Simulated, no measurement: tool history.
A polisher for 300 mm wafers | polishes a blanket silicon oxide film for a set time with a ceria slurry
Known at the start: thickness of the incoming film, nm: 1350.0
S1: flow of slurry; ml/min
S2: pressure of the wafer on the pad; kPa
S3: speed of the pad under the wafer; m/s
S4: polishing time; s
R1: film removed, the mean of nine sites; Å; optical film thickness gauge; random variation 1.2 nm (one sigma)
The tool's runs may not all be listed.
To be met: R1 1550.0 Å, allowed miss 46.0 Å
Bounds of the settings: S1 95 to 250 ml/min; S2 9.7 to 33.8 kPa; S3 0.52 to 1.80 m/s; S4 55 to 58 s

run	day	S1	S2	S3	S4	R1
1	0.000	160	21.4	1.16	55	2254.2
2	0.183	160	21.4	1.40	55	2678.2
3	0.542	155	18.6	1.40	55	2419.3
4	0.667	155	16.5	1.38	55	2171.3
5	0.742	150	14.5	1.36	55	1921.4
6	0.812	150	14.5	1.36	55	1921.0
7	0.871	145	13.1	1.36	55	1790.0
8	1.096	125	9.7	1.36	55	1385.1
9	1.346	135	9.7	1.36	55	1423.2
10	1.692	135	9.7	1.36	55	1416.2
11	2.058	145	9.7	1.36	55	1440.6
12	2.321	150	9.7	1.36	55	1429.8
13	2.417	155	11.7	1.36	55	1657.9
14	2.646	150	11.7	1.36	55	1645.9

4 next moves are on the table. One of them brings every result within its allowed miss. Which?
A	2.875	150	9.7	1.66	58	?
B	2.875	200	11.0	1.20	58	?
C	2.875	100	12.4	1.48	58	?
D	2.875	135	13.8	1.24	55	?

move	R1
A	1879.7
B	1568.8
C	1804.1
D	1677.2
A: further off than the last run
B: meets every target
C: further off than the last run
D: further off than the last run
Answer: B

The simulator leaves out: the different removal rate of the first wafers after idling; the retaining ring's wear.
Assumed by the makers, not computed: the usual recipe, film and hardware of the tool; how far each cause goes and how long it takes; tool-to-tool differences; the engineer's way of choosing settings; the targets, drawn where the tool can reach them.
